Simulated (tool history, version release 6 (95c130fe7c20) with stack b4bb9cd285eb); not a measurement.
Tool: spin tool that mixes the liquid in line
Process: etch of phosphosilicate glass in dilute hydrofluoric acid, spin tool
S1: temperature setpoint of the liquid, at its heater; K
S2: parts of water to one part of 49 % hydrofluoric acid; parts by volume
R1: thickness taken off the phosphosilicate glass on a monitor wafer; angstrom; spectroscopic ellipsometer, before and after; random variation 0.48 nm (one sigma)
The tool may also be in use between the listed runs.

{"run": 1, "hour": 0.0, "S1": 298.15, "S2": 225, "time under the liquid (s)": 130, "R1": 365.54}
{"run": 2, "hour": 7.1, "S1": 298.15, "S2": 255, "time under the liquid (s)": 130, "R1": 313.52}
{"run": 3, "hour": 11.1, "S1": 298.15, "S2": 255, "time under the liquid (s)": 140, "R1": 340.4}
{"run": 4, "hour": 12.5, "S1": 300.65, "S2": 255, "time under the liquid (s)": 140, "R1": 367.46}
{"run": 5, "hour": 15.9, "S1": 300.65, "S2": 210, "time under the liquid (s)": 140, "R1": 472.94}
{"run": 6, "hour": 23.1, "S1": 298.15, "S2": 210, "time under the liquid (s)": 140, "R1": 429.23}

Forecast run 7:
{"run": 7, "hour": 26.9, "S1": 302.15, "S2": 120, "time under the liquid (s)": 140, "R1": "?"}

Run 7 gave R1 977.59 angstrom.
